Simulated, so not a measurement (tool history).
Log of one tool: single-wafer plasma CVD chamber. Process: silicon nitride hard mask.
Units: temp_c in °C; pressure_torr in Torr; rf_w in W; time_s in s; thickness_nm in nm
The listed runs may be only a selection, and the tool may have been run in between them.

run	hour	temp_c	pressure_torr	rf_w	time_s	thickness_nm
1	0.0	400	1.11	270	55.6	47.576
2	2.5	400	1.11	285	55.6	49.122
3	7.8	400	1.07	270	55.2	46.051
4	14.6	400	1.07	250	55.2	44.519
5	18.0	400	1.03	245	55.0	42.864
6	19.2	400	0.99	240	54.9	41.370

Estimate the outcome of run 7 from the log above:
7	21.4	400	0.77	215	54.3	?

thickness_nm: 33.305 nm
